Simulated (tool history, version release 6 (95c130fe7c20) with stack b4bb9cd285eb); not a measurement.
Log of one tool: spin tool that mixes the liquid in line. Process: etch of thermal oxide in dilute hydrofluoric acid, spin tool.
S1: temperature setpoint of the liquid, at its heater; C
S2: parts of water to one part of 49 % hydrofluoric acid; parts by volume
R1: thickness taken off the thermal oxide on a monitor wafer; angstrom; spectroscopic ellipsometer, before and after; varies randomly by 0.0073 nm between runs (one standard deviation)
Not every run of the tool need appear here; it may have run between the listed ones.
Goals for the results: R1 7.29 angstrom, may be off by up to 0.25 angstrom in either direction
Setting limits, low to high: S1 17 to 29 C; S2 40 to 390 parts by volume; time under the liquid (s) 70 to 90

Run 1, hour 0: S1 21 C, S2 215 parts by volume, time under the liquid (s) 90. Result: R1 14.955 angstrom.
Run 2, hour 7: S1 20 C, S2 245 parts by volume, time under the liquid (s) 90. Result: R1 12.259 angstrom.
Run 3, hour 8.2: S1 19.5 C, S2 265 parts by volume, time under the liquid (s) 90. Result: R1 10.858 angstrom.
Run 4, hour 9.1: S1 19.5 C, S2 320 parts by volume, time under the liquid (s) 90. Result: R1 8.5988 angstrom.
Run 5, hour 13.6: S1 19 C, S2 325 parts by volume, time under the liquid (s) 90. Result: R1 8.3174 angstrom.
Run 6, hour 21.9: S1 22 C, S2 325 parts by volume, time under the liquid (s) 90. Result: R1 9.3615 angstrom.
Run 7, hour 27.2: S1 21 C, S2 330 parts by volume, time under the liquid (s) 90. Result: R1 8.6126 angstrom.
Run 8, hour 28.7: S1 20 C, S2 330 parts by volume, time under the liquid (s) 90. Result: R1 8.5266 angstrom.
Run 9, hour 32.3: S1 19.5 C, S2 335 parts by volume, time under the liquid (s) 90. Result: R1 8.0377 angstrom.
Run 10, hour 38.9: S1 19 C, S2 335 parts by volume, time under the liquid (s) 90. Result: R1 7.8914 angstrom.

Which single option among these 5 for the next run brings every result within its allowed miss of target? Just one does.
Run A, hour 45.5: S1 19 C, S2 325 parts by volume, time under the liquid (s) 90. Result: R1 ?.
Run B, hour 45.5: S1 20.5 C, S2 330 parts by volume, time under the liquid (s) 90. Result: R1 ?.
Run C, hour 45.5: S1 21 C, S2 325 parts by volume, time under the liquid (s) 90. Result: R1 ?.
Run D, hour 45.5: S1 17.5 C, S2 330 parts by volume, time under the liquid (s) 85. Result: R1 ?.
Run E, hour 45.5: S1 18 C, S2 280 parts by volume, time under the liquid (s) 80. Result: R1 ?.

move      R1
   A  8.1746
   B  8.4618
   C  8.7854
   D  7.1651
   E   8.448
A: further off than the last run
B: further off than the last run
C: further off than the last run
D: every result lands within tolerance
E: further off than the last run
So the answer is move D, the one that meets all the targets.
